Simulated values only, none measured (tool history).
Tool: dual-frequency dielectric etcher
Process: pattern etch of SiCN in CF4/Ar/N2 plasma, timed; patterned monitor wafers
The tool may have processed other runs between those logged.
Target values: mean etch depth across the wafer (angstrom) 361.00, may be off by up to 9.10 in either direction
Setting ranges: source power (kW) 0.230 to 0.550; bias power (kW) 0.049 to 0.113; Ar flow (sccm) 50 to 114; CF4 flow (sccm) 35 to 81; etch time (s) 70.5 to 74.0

run	day	source power (kW)	bias power (kW)	Ar flow (sccm)	CF4 flow (sccm)	etch time (s)	mean etch depth across the wafer (angstrom)
1	0.000	0.390	0.081	82	58	70.5	586.62
2	0.042	0.390	0.093	82	58	70.5	630.36
3	0.154	0.390	0.093	73	58	70.5	647.62
4	0.458	0.460	0.093	73	58	70.5	733.56
# day 0.571: wet clean of the chamber
5	0.571	0.460	0.098	73	58	70.5	722.00
6	0.875	0.430	0.098	73	58	70.5	689.76
7	1.054	0.350	0.082	89	46	70.5	501.61
8	1.175	0.320	0.078	91	46	70.5	454.71
9	1.233	0.300	0.077	91	46	70.5	426.68
10	1.533	0.280	0.077	91	46	70.5	400.09
11	1.862	0.270	0.077	91	46	70.5	391.86
12	1.925	0.260	0.077	91	46	70.5	384.25

Exactly one of the 5 candidate moves below puts every result within its allowed miss. Which one?
A	1.988	0.240	0.072	67	55	72.5	?
B	1.988	0.230	0.084	99	43	70.5	?
C	1.988	0.240	0.064	92	60	74.0	?
D	1.988	0.230	0.071	85	56	71.5	?
E	1.988	0.240	0.072	96	45	70.5	?

move	mean etch depth across the wafer (angstrom)
A	372.44
B	357.73
C	341.12
D	342.04
E	338.44
A: moves toward the targets from the last run without getting all of them in spec
B: meets every target
C: the result that was furthest off in the last run now lies on the other side of its target
D: the result that was furthest off in the last run now lies on the other side of its target
E: the result that was furthest off in the last run now lies on the other side of its target
B meets every target.
